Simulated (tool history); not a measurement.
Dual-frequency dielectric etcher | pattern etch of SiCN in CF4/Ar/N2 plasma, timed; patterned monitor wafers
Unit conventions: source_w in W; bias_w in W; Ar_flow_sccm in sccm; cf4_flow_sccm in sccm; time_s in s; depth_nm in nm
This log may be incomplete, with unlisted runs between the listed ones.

run	hour	source_w	bias_w	Ar_flow_sccm	cf4_flow_sccm	time_s	depth_nm
1	0.0	340	78	135	53	95.0	59.076
2	5.6	340	78	152	53	95.0	57.368
3	13.7	330	78	152	53	95.0	55.962
4	17.1	330	78	152	59	95.0	56.654
5	22.9	300	78	152	59	95.0	52.083
6	31.2	300	78	152	59	99.5	54.681

Predict the results of run 7:
7	37.2	290	78	152	59	99.5	?

For run 7 the tool returned depth_nm 53.514 nm.
